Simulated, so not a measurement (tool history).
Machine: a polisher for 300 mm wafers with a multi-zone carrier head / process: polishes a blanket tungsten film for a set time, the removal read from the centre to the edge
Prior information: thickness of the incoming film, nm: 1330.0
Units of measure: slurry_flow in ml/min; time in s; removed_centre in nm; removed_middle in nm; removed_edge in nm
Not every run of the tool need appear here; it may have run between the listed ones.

run    day  slurry_flow  centre_zone  middle_zone  edge_zone  slurry_solids  time  removed_centre  removed_middle  removed_edge
  1      0          230            1            1          1              1    31          263.82          262.19        271.37
  2  0.338          240         1.01         1.02       1.03           1.05    31          259.15          272.88        280.53
  3  0.654          240         1.01         1.09       1.03           1.05    31          267.36          284.77        272.37
  4  1.008          275         1.01         1.09       1.03           1.05    31          268.11          290.87        276.73
  5  1.071          275         1.03         1.08       1.05            1.1    31           272.6          295.75        283.69
  6  1.154          275         1.05         1.06       1.06           1.15    31          288.04          286.29        284.88
  7  1.429          275         1.05         1.06       1.06           1.15    31          285.57          287.14        281.43

Estimate the outcome of run 8 from the log above:
  8  1.679          275         1.05         1.05       1.08            1.2    31               ?               ?             ?

Run 8 gave removed_centre 288.57 nm, removed_middle 287.93 nm, removed_edge 286.69 nm.
